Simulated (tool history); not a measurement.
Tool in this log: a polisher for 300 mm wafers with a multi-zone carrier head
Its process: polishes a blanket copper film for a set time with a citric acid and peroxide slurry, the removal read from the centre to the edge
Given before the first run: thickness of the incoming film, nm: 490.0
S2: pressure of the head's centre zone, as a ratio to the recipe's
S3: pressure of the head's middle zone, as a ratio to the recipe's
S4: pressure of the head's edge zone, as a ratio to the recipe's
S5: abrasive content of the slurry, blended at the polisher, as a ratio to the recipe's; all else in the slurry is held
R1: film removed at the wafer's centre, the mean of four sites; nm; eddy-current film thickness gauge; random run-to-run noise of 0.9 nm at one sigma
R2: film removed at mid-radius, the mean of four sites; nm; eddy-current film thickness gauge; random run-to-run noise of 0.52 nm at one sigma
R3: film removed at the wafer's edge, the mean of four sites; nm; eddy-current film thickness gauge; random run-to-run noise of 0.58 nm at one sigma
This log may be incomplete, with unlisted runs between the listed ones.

{"run": 1, "hour": 0.0, "flow of slurry (ml/min)": 315, "S2": 1.0, "S3": 1.0, "S4": 1.0, "S5": 1.0, "polishing time (s)": 55, "R1": 142.39, "R2": 135.84, "R3": 137.18}
{"run": 2, "hour": 0.6, "flow of slurry (ml/min)": 315, "S2": 1.0, "S3": 0.97, "S4": 1.0, "S5": 1.0, "polishing time (s)": 55, "R1": 139.16, "R2": 133.81, "R3": 139.53}
{"run": 3, "hour": 9.1, "flow of slurry (ml/min)": 310, "S2": 1.01, "S3": 0.96, "S4": 0.98, "S5": 0.9, "polishing time (s)": 51, "R1": 128.06, "R2": 118.56, "R3": 125.1}
{"run": 4, "hour": 15.3, "flow of slurry (ml/min)": 310, "S2": 1.01, "S3": 0.96, "S4": 0.98, "S5": 0.75, "polishing time (s)": 51, "R1": 124.29, "R2": 116.51, "R3": 120.87}
{"run": 5, "hour": 16.5, "flow of slurry (ml/min)": 310, "S2": 0.95, "S3": 0.96, "S4": 0.98, "S5": 0.75, "polishing time (s)": 51, "R1": 120.92, "R2": 116.54, "R3": 121.22}
{"run": 6, "hour": 22.4, "flow of slurry (ml/min)": 310, "S2": 0.95, "S3": 1.02, "S4": 0.98, "S5": 0.75, "polishing time (s)": 51, "R1": 118.25, "R2": 121.13, "R3": 119.19}
{"run": 7, "hour": 25.7, "flow of slurry (ml/min)": 305, "S2": 0.96, "S3": 1.0, "S4": 0.96, "S5": 0.7, "polishing time (s)": 48, "R1": 111.82, "R2": 111.26, "R3": 112.39}
{"run": 8, "hour": 31.8, "flow of slurry (ml/min)": 310, "S2": 0.98, "S3": 1.0, "S4": 0.94, "S5": 0.65, "polishing time (s)": 45, "R1": 105.67, "R2": 104.54, "R3": 102.83}
{"run": 9, "hour": 36.4, "flow of slurry (ml/min)": 310, "S2": 0.99, "S3": 0.98, "S4": 0.92, "S5": 0.6, "polishing time (s)": 43, "R1": 100.89, "R2": 96.357, "R3": 96.36}
{"run": 10, "hour": 39.7, "flow of slurry (ml/min)": 310, "S2": 0.99, "S3": 0.97, "S4": 0.9, "S5": 0.6, "polishing time (s)": 42, "R1": 98.115, "R2": 92.696, "R3": 92.894}
{"run": 11, "hour": 46.2, "flow of slurry (ml/min)": 310, "S2": 0.99, "S3": 0.96, "S4": 0.89, "S5": 0.6, "polishing time (s)": 41, "R1": 96.709, "R2": 89.28, "R3": 90.184}
{"run": 12, "hour": 52.0, "flow of slurry (ml/min)": 310, "S2": 0.98, "S3": 0.95, "S4": 0.88, "S5": 0.6, "polishing time (s)": 40, "R1": 92.807, "R2": 87.669, "R3": 88.812}

For run 13, what comes out?
{"run": 13, "hour": 57.1, "flow of slurry (ml/min)": 305, "S2": 0.98, "S3": 0.94, "S4": 0.87, "S5": 0.6, "polishing time (s)": 39, "R1": "?", "R2": "?", "R3": "?"}

{"run 13": {"R1": 89.252, "R2": 83.682, "R3": 83.348}}

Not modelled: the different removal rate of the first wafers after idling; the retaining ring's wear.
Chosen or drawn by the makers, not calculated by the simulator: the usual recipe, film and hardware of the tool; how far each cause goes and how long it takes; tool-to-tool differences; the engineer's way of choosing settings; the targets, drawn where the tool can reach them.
